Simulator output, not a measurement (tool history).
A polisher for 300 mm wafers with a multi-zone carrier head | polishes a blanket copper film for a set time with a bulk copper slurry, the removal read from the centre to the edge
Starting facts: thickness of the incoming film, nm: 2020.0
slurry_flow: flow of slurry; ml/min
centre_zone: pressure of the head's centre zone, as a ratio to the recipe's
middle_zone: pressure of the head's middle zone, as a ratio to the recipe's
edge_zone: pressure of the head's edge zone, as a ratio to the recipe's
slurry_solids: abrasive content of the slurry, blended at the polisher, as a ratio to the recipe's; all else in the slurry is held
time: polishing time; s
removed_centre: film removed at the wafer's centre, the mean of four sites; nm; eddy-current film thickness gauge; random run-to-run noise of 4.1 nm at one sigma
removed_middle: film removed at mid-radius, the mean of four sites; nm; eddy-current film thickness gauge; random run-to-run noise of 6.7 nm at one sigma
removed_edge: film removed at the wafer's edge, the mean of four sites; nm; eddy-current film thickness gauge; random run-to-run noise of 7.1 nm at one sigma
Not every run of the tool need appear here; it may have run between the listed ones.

run  hour  slurry_flow  centre_zone  middle_zone  edge_zone  slurry_solids  time  removed_centre  removed_middle  removed_edge
  1     0          150            1            1          1              1    77          540.66          528.35        518.66
  2     1          140         0.98         1.01          1              1    77           521.4          521.16        516.25
  3   7.7          140         0.98         1.01       0.94              1    77          520.47          528.93        510.45
  4    13          130         0.96         1.02       0.94              1    77          511.83           528.9        497.16
  5  14.9          130         0.96         1.02       0.94              1    61          407.92          417.22        403.66
  6  17.6          130         0.96         1.08       0.94              1    61          396.25           423.5        396.67

Run 7 is up next; what results do you expect?
  7  22.5          145         0.95         1.08       0.96           1.15    62               ?               ?             ?

{"run 7": {"removed_centre": 421.32, "removed_middle": 458.07, "removed_edge": 428.34}}
